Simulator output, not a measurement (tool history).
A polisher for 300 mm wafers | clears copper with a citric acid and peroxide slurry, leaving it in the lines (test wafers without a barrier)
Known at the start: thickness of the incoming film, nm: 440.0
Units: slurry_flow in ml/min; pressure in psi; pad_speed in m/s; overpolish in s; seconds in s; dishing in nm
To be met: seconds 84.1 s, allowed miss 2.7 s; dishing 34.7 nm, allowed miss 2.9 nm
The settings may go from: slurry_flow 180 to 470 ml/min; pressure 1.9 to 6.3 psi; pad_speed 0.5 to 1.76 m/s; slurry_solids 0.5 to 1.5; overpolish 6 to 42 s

Run 1, hour 0: slurry_flow 300 ml/min, pressure 4.1 psi, pad_speed 1.12 m/s, slurry_solids 1, overpolish 21 s. Result: seconds 118.85 s, dishing 27.492 nm.
Run 2, hour 2.5: slurry_flow 300 ml/min, pressure 3.4 psi, pad_speed 1.12 m/s, slurry_solids 1, overpolish 21 s. Result: seconds 145.11 s, dishing 26.695 nm.
Run 3, hour 10.4: slurry_flow 300 ml/min, pressure 3.7 psi, pad_speed 1.12 m/s, slurry_solids 1, overpolish 22 s. Result: seconds 132.55 s, dishing 26.948 nm.
Run 4, hour 17.8: slurry_flow 300 ml/min, pressure 3.7 psi, pad_speed 0.98 m/s, slurry_solids 1, overpolish 22 s. Result: seconds 148.83 s, dishing 25.139 nm.
Run 5, hour 25.5: slurry_flow 240 ml/min, pressure 3.7 psi, pad_speed 0.98 m/s, slurry_solids 1, overpolish 22 s. Result: seconds 152.22 s, dishing 24.455 nm.
At hour 26.7: worn pad replaced by a new one.
Run 6, hour 26.7: slurry_flow 240 ml/min, pressure 3.7 psi, pad_speed 0.98 m/s, slurry_solids 0.8, overpolish 22 s. Result: seconds 146.66 s, dishing 25.207 nm.
Run 7, hour 28.7: slurry_flow 240 ml/min, pressure 3.7 psi, pad_speed 0.98 m/s, slurry_solids 0.8, overpolish 22 s. Result: seconds 142.99 s, dishing 26.085 nm.
Run 8, hour 35.4: slurry_flow 240 ml/min, pressure 4 psi, pad_speed 0.98 m/s, slurry_solids 0.8, overpolish 23 s. Result: seconds 135.26 s, dishing 28.467 nm.
Run 9, hour 36: slurry_flow 245 ml/min, pressure 5.1 psi, pad_speed 1.02 m/s, slurry_solids 0.8, overpolish 16 s. Result: seconds 101.4 s, dishing 27.156 nm.
Run 10, hour 41.8: slurry_flow 245 ml/min, pressure 5.2 psi, pad_speed 1.02 m/s, slurry_solids 0.8, overpolish 17 s. Result: seconds 99.85 s, dishing 27.47 nm.

Which of these 5 next moves meets every target?
Run A, hour 47.6: slurry_flow 245 ml/min, pressure 5.5 psi, pad_speed 0.86 m/s, slurry_solids 0.9, overpolish 36 s. Result: seconds ?, dishing ?.
Run B, hour 47.6: slurry_flow 270 ml/min, pressure 4.7 psi, pad_speed 0.88 m/s, slurry_solids 0.75, overpolish 16 s. Result: seconds ?, dishing ?.
Run C, hour 47.6: slurry_flow 260 ml/min, pressure 4.7 psi, pad_speed 0.9 m/s, slurry_solids 0.8, overpolish 17 s. Result: seconds ?, dishing ?.
Run D, hour 47.6: slurry_flow 230 ml/min, pressure 5.3 psi, pad_speed 1.2 m/s, slurry_solids 0.75, overpolish 25 s. Result: seconds ?, dishing ?.
Run E, hour 47.6: slurry_flow 290 ml/min, pressure 4.8 psi, pad_speed 0.84 m/s, slurry_solids 0.75, overpolish 32 s. Result: seconds ?, dishing ?.

move  seconds  dishing
   A   111.28   35.275
   B   128.36   23.775
   C   125.12   24.982
   D   85.816   34.263
   E   130.72   32.589
A: further off than the last run
B: further off than the last run
C: further off than the last run
D: meets every target
E: further off than the last run
Move D is the one to make.

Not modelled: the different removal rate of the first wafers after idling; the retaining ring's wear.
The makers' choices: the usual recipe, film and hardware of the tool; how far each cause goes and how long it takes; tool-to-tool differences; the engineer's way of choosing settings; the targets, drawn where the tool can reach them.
